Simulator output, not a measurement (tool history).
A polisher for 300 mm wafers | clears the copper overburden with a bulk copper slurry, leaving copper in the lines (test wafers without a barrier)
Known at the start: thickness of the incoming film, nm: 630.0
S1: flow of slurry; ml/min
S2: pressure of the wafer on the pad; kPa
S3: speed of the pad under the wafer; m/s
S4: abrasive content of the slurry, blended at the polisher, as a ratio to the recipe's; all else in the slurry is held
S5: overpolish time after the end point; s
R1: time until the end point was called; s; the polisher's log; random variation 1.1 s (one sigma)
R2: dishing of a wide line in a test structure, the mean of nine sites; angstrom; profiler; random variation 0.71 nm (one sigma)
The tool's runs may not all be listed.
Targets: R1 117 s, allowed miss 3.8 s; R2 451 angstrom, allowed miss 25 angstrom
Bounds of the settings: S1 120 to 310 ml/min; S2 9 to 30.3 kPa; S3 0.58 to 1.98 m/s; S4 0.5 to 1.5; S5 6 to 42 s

run,hour,S1,S2,S3,S4,S5,R1,R2
1,0,200,19.3,1.28,1,21,63.743,748
2,3.1,200,19.3,1.28,1,16,63.888,664.29
3,7,200,16.5,1.26,1,15,72.616,609.48
4,13.8,200,16.5,1.26,1.2,15,71.242,624.07
5,20.3,200,16.5,1.04,1.2,15,84.896,547.73
6,22.8,200,18.6,1.04,1.2,15,77.154,598.36
7,28.8,195,16.5,1.04,1.2,15,85.362,543.72
8,36.8,185,11,1.02,1.2,18,116.05,487.12
9,44.6,185,11,1.02,1.2,13,118.07,409.85

Which of these 4 next moves meets every target?
A,52.4,150,11.7,1.04,1,13,?,?
B,52.4,140,12.4,0.9,1.5,12,?,?
C,52.4,180,9.7,1.18,1.3,14,?,?
D,52.4,170,11,1.06,1,15,?,?

move,R1,R2
A,115.7,409.24
B,121.81,373.28
C,109.84,441.58
D,116.54,447.58
A: as far off as the last run
B: further off than the last run
C: brings the result that was furthest off to its target, and leaves another outside
D: meets every target
Answer: D
